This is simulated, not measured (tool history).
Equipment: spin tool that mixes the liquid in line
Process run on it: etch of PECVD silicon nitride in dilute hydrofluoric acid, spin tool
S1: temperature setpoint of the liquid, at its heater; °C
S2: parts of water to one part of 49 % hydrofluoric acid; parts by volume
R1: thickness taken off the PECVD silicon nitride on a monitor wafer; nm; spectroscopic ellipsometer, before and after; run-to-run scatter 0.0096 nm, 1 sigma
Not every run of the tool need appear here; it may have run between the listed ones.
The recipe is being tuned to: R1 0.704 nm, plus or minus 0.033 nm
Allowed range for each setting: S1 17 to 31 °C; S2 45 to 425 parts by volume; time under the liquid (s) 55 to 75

run 1 hour=0 | S1=23 S2=235 time_under_the_liquid_(s)=75 | R1=0.90494
run 2 hour=1 | S1=25.5 S2=235 time_under_the_liquid_(s)=75 | R1=1.081
run 3 hour=5.4 | S1=24.5 S2=235 time_under_the_liquid_(s)=75 | R1=0.99799
run 4 hour=7.2 | S1=24 S2=235 time_under_the_liquid_(s)=75 | R1=0.95307
run 5 hour=7.8 | S1=23.5 S2=235 time_under_the_liquid_(s)=75 | R1=0.94554
run 6 hour=14.2 | S1=21.5 S2=235 time_under_the_liquid_(s)=75 | R1=0.82364
run 7 hour=22.5 | S1=21 S2=235 time_under_the_liquid_(s)=75 | R1=0.81632
run 8 hour=26.7 | S1=20.5 S2=235 time_under_the_liquid_(s)=75 | R1=0.78109
run 9 hour=34 | S1=20.5 S2=235 time_under_the_liquid_(s)=75 | R1=0.78078

Exactly one of the 5 candidate moves below puts every result within its allowed miss. Which one?
run A hour=41.3 | S1=20.5 S2=230 time_under_the_liquid_(s)=75 | R1=?
run B hour=41.3 | S1=21.5 S2=240 time_under_the_liquid_(s)=70 | R1=?
run C hour=41.3 | S1=24 S2=205 time_under_the_liquid_(s)=55 | R1=?
run D hour=41.3 | S1=18.5 S2=200 time_under_the_liquid_(s)=75 | R1=?
run E hour=41.3 | S1=19 S2=240 time_under_the_liquid_(s)=75 | R1=?

move=A R1=0.79148
move=B R1=0.75544
move=C R1=0.8115
move=D R1=0.79522
move=E R1=0.68939
A: the biggest miss grows against the last run
B: closes in on the targets versus the last run, not all within tolerance yet
C: the biggest miss grows against the last run
D: the biggest miss grows against the last run
E: hits every target within its allowed miss
The move that meets every target is E.
